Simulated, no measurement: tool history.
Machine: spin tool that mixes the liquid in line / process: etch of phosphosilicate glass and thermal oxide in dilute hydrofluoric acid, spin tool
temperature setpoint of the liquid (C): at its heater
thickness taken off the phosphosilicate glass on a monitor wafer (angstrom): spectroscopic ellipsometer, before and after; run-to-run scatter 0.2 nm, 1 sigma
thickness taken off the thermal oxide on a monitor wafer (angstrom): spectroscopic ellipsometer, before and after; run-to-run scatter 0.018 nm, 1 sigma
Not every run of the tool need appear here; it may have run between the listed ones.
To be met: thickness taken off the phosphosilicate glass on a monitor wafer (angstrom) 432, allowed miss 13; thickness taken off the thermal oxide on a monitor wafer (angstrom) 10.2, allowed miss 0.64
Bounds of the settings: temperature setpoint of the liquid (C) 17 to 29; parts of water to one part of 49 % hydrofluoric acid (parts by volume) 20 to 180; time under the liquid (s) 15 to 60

run,hour,temperature setpoint of the liquid (C),parts of water to one part of 49 % hydrofluoric acid (parts by volume),time under the liquid (s),thickness taken off the phosphosilicate glass on a monitor wafer (angstrom),thickness taken off the thermal oxide on a monitor wafer (angstrom)
1,0,21,100,30,504.07,11.968
2,1.4,24,100,30,576.79,13.651
3,2.3,24,100,15,286.65,6.5819
4,7.1,24.5,95,15,308.34,7.1816
5,16,24.5,95,25,517.72,12.301
6,20.4,22.5,95,25,475.48,11.367
7,22.1,22,95,25,470.54,11.148
8,25.7,21.5,95,25,456.27,10.313
9,30.9,21.5,95,25,455.11,10.573
10,39.6,21,95,25,448.08,10.709

4 candidate next runs follow, results not yet known. Just one meets every target within its allowed miss. Identify it.
A,48.3,17.5,80,25,?,?
B,48.3,21.5,105,25,?,?
C,48.3,20.5,90,25,?,?
D,48.3,20,95,25,?,?

move,thickness taken off the phosphosilicate glass on a monitor wafer (angstrom),thickness taken off the thermal oxide on a monitor wafer (angstrom)
A,465.42,11.003
B,407.04,9.6231
C,463.82,10.966
D,428.02,10.119
A: the biggest miss grows against the last run
B: takes the result that was furthest off past its target
C: the biggest miss grows against the last run
D: hits every target within its allowed miss
So the answer is move D, the one that meets all the targets.
